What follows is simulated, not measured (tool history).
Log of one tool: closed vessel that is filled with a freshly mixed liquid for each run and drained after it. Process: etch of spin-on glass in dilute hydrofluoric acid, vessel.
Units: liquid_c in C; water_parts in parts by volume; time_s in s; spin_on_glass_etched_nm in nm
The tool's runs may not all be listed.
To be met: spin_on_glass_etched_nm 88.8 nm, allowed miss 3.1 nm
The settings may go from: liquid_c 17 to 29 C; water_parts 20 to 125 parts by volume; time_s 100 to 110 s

{"run": 1, "hour": 0.0, "liquid_c": 21, "water_parts": 70, "time_s": 100, "spin_on_glass_etched_nm": 49.741}
{"run": 2, "hour": 6.1, "liquid_c": 21, "water_parts": 85, "time_s": 100, "spin_on_glass_etched_nm": 39.559}
{"run": 3, "hour": 12.1, "liquid_c": 21, "water_parts": 105, "time_s": 100, "spin_on_glass_etched_nm": 31.421}
{"run": 4, "hour": 18.2, "liquid_c": 21, "water_parts": 105, "time_s": 100, "spin_on_glass_etched_nm": 32.02}
{"run": 5, "hour": 20.6, "liquid_c": 21, "water_parts": 105, "time_s": 100, "spin_on_glass_etched_nm": 31.557}
{"run": 6, "hour": 25.7, "liquid_c": 19.5, "water_parts": 105, "time_s": 100, "spin_on_glass_etched_nm": 29.953}
{"run": 7, "hour": 29.2, "liquid_c": 21, "water_parts": 95, "time_s": 100, "spin_on_glass_etched_nm": 36.091}
{"run": 8, "hour": 34.9, "liquid_c": 22.5, "water_parts": 85, "time_s": 100, "spin_on_glass_etched_nm": 41.943}
{"run": 9, "hour": 42.2, "liquid_c": 26.5, "water_parts": 55, "time_s": 100, "spin_on_glass_etched_nm": 79.102}
{"run": 10, "hour": 43.0, "liquid_c": 27, "water_parts": 55, "time_s": 100, "spin_on_glass_etched_nm": 81.577}

5 next moves are on the table. One of them brings every result within its allowed miss. Which?
{"run": "A", "hour": 43.8, "liquid_c": 27, "water_parts": 65, "time_s": 100, "spin_on_glass_etched_nm": "?"}
{"run": "B", "hour": 43.8, "liquid_c": 27.5, "water_parts": 60, "time_s": 110, "spin_on_glass_etched_nm": "?"}
{"run": "C", "hour": 43.8, "liquid_c": 24.5, "water_parts": 55, "time_s": 100, "spin_on_glass_etched_nm": "?"}
{"run": "D", "hour": 43.8, "liquid_c": 29, "water_parts": 60, "time_s": 110, "spin_on_glass_etched_nm": "?"}
{"run": "E", "hour": 43.8, "liquid_c": 26, "water_parts": 60, "time_s": 100, "spin_on_glass_etched_nm": "?"}

move=A spin_on_glass_etched_nm=67.96
move=B spin_on_glass_etched_nm=83.193
move=C spin_on_glass_etched_nm=73.626
move=D spin_on_glass_etched_nm=88.262
move=E spin_on_glass_etched_nm=71.234
A: further off than the last run
B: nearer than the last run, and not there yet
C: further off than the last run
D: meets every target
E: further off than the last run
Move D is the one to make.
